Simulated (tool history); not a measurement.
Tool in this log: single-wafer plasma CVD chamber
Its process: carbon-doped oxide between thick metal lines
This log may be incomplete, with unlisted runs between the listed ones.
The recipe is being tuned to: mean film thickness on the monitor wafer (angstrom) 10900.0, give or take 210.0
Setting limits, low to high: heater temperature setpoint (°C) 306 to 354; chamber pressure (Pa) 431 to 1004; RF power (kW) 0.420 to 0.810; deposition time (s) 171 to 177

| run | hour | heater temperature setpoint (°C) | chamber pressure (Pa) | RF power (kW) | deposition time (s) | mean film thickness on the monitor wafer (angstrom) |
|---|---|---|---|---|---|---|
| 1 | 0.0 | 330 | 717 | 0.615 | 171 | 9531.7 |
| 2 | 4.7 | 330 | 823 | 0.615 | 171 | 9744.1 |
| 3 | 6.1 | 327 | 867 | 0.625 | 171 | 10160.0 |
| 4 | 12.9 | 324 | 883 | 0.625 | 171 | 10306.0 |
| 5 | 17.0 | 322 | 897 | 0.625 | 171 | 10310.0 |
| 6 | 24.3 | 320 | 924 | 0.630 | 171 | 10516.0 |
| 7 | 32.2 | 319 | 940 | 0.630 | 171 | 10629.0 |
| 8 | 38.7 | 318 | 949 | 0.630 | 171 | 10591.0 |

Which of these 5 next moves meets every target?
| A | 45.2 | 312 | 931 | 0.605 | 177 | ? |
| B | 45.2 | 319 | 943 | 0.610 | 171 | ? |
| C | 45.2 | 321 | 972 | 0.660 | 177 | ? |
| D | 45.2 | 311 | 917 | 0.600 | 171 | ? |
| E | 45.2 | 322 | 883 | 0.615 | 173 | ? |

| move | mean film thickness on the monitor wafer (angstrom) |
|---|---|
| A | 10831.0 |
| B | 10239.0 |
| C | 11284.0 |
| D | 10419.0 |
| E | 10249.0 |
A: in spec on every target
B: further off than the last run
C: carries the result that was furthest off beyond its target, to the other side
D: further off than the last run
E: further off than the last run
So the answer is move A, the one that meets all the targets.
